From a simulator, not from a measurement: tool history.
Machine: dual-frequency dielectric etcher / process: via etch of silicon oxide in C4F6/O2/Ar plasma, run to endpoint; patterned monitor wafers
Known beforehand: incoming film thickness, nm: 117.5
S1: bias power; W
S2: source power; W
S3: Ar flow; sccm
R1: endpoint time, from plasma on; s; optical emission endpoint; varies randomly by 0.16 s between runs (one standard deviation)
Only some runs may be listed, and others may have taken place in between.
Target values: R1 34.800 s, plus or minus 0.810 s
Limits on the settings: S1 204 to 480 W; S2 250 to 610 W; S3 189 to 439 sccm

Run 1, hour 0.0: S1 342 W, S2 430 W, S3 314 sccm. Result: R1 27.200 s.
Run 2, hour 5.6: S1 342 W, S2 380 W, S3 314 sccm. Result: R1 28.359 s.
Run 3, hour 10.6: S1 398 W, S2 380 W, S3 314 sccm. Result: R1 26.964 s.
Run 4, hour 13.2: S1 398 W, S2 380 W, S3 276 sccm. Result: R1 26.652 s.
Run 5, hour 18.0: S1 398 W, S2 310 W, S3 276 sccm. Result: R1 28.558 s.
Run 6, hour 20.1: S1 356 W, S2 290 W, S3 281 sccm. Result: R1 30.246 s.
Run 7, hour 23.9: S1 325 W, S2 280 W, S3 285 sccm. Result: R1 31.619 s.
Run 8, hour 32.8: S1 304 W, S2 270 W, S3 286 sccm. Result: R1 32.495 s.
Run 9, hour 37.2: S1 289 W, S2 260 W, S3 287 sccm. Result: R1 33.860 s.
Run 10, hour 39.0: S1 284 W, S2 260 W, S3 287 sccm. Result: R1 33.740 s.

5 candidate next runs follow, results not yet known. Just one meets every target within its allowed miss. Identify it.
Run A, hour 40.8: S1 254 W, S2 320 W, S3 308 sccm. Result: R1 ?.
Run B, hour 40.8: S1 262 W, S2 290 W, S3 278 sccm. Result: R1 ?.
Run C, hour 40.8: S1 311 W, S2 250 W, S3 439 sccm. Result: R1 ?.
Run D, hour 40.8: S1 329 W, S2 290 W, S3 314 sccm. Result: R1 ?.
Run E, hour 40.8: S1 286 W, S2 280 W, S3 280 sccm. Result: R1 ?.

move      R1
   A  32.750
   B  33.204
   C  34.367
   D  31.254
   E  32.709
A: lands further from the targets than the last run did
B: lands further from the targets than the last run did
C: in spec on every target
D: lands further from the targets than the last run did
E: lands further from the targets than the last run did
The move that meets every target is C.

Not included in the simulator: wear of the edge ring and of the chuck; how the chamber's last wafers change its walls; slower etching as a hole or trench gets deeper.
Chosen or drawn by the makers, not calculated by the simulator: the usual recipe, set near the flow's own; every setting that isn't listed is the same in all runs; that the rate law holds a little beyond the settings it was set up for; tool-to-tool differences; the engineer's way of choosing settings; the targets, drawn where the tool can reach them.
